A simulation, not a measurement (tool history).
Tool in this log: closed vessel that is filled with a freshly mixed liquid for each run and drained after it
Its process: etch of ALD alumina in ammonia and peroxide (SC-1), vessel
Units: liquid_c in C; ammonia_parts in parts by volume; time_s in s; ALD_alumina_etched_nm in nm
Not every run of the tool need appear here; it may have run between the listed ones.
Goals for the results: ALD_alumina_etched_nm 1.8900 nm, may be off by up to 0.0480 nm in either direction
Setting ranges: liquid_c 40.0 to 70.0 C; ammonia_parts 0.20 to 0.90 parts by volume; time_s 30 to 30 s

run,hour,liquid_c,ammonia_parts,time_s,ALD_alumina_etched_nm
1,0.0,56.0,0.50,30,2.8179
2,2.6,59.0,0.50,30,3.3224
3,9.5,59.0,0.65,30,3.3930
4,16.9,55.5,0.65,30,2.8294
5,22.8,52.0,0.65,30,2.3399
6,31.8,52.0,0.80,30,2.3914
7,36.9,50.5,0.80,30,2.2071
8,39.1,49.5,0.80,30,2.0727
9,48.4,49.0,0.80,30,2.0402
10,55.1,48.5,0.80,30,1.9711

Of the 5 settings listed for the next run, only one would bring every result within its allowed miss of target. Which one?
A,61.8,49.0,0.75,30,?
B,61.8,49.0,0.65,30,?
C,61.8,49.0,0.90,30,?
D,61.8,50.0,0.80,30,?
E,61.8,48.0,0.70,30,?

move,ALD_alumina_etched_nm
A,2.0236
B,1.9962
C,2.0590
D,2.1516
E,1.9017
A: its largest miss is bigger than the last run's
B: its largest miss is bigger than the last run's
C: its largest miss is bigger than the last run's
D: its largest miss is bigger than the last run's
E: each result inside its tolerance
Correct choice: E, which meets every target
